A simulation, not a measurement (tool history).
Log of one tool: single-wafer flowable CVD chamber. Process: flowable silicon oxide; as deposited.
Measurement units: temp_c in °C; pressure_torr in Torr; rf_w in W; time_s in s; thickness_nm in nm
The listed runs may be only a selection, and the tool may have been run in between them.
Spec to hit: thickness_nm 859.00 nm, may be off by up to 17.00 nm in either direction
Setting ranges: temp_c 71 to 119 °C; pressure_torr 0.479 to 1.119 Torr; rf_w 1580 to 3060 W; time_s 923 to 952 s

run	hour	temp_c	pressure_torr	rf_w	time_s	thickness_nm
1	0.0	95	0.799	2320	923	703.93
2	3.2	94	0.799	2320	923	729.03
3	8.9	87	0.799	2320	923	929.86
4	17.6	87	0.889	2320	923	1027.00
5	21.6	88	0.889	2320	923	1001.80
6	27.8	88	0.889	2575	923	1016.50
7	34.3	89	0.889	2575	923	993.90
8	38.7	90	0.889	2575	923	947.61
9	40.4	91	0.889	2575	923	925.70
10	43.6	92	0.889	2575	923	891.38

Consider the 5 candidate settings below. Which is the only one whose results all fall within their allowed miss of target?
A	46.8	90	0.872	2490	951	?
B	46.8	92	0.901	2720	924	?
C	46.8	94	1.019	2665	923	?
D	46.8	92	0.982	2445	923	?
E	46.8	93	0.896	2630	923	?

move	thickness_nm
A	957.61
B	905.07
C	941.84
D	965.26
E	862.72
A: moves away from the targets compared with the last run
B: moves away from the targets compared with the last run
C: moves away from the targets compared with the last run
D: moves away from the targets compared with the last run
E: each result inside its tolerance
The move that meets every target is E.

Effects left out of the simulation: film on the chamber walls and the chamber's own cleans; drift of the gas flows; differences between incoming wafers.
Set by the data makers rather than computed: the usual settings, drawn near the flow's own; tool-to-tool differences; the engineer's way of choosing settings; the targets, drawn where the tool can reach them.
